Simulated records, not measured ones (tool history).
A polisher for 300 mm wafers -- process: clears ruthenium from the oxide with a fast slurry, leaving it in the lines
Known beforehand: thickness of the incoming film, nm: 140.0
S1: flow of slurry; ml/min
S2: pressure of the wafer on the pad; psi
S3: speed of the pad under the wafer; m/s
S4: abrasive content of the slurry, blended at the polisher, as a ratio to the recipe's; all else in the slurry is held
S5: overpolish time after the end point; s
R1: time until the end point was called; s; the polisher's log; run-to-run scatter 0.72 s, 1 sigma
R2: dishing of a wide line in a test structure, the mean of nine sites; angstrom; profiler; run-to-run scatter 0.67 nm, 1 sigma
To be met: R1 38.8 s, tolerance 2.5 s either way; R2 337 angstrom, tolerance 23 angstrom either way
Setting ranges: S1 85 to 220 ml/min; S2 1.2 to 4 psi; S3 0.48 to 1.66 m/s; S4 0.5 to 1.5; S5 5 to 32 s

run,day,S1,S2,S3,S4,S5,R1,R2
1,0,140,2.6,1.06,1,16,39.815,470.48
2,0.312,140,2.6,1.06,1,9,38.35,275.58
3,0.546,140,2.6,0.8,1,9,53.631,206.98
4,0.783,140,2.7,0.8,1,9,48.782,217.59
5,0.925,140,2.7,0.8,1,15,49.923,351.17
6,1.05,140,2.8,0.8,1,15,47.961,367.69
7,1.254,140,2.9,0.8,1,15,44.923,367.3
8,1.433,145,3.1,0.78,1,14,43.071,361.87
9,1.525,145,3.3,0.78,1,13,41.838,368.54

Which of these 5 next moves meets every target?
A,1.617,145,3.5,0.76,1.05,11,?,?
B,1.617,130,3.2,0.6,1.1,17,?,?
C,1.617,145,3.3,0.7,1.05,16,?,?
D,1.617,135,3,0.76,1.15,11,?,?
E,1.617,170,3.7,0.6,1.3,16,?,?

move,R1,R2
A,39.072,333.13
B,52.984,376.3
C,44.773,415.67
D,43.815,299.14
E,40.966,450.9
A: all results land within tolerance of their targets
B: moves away from the targets compared with the last run
C: moves away from the targets compared with the last run
D: carries the result that was furthest off beyond its target, to the other side
E: moves away from the targets compared with the last run
Go with A: it meets all targets.
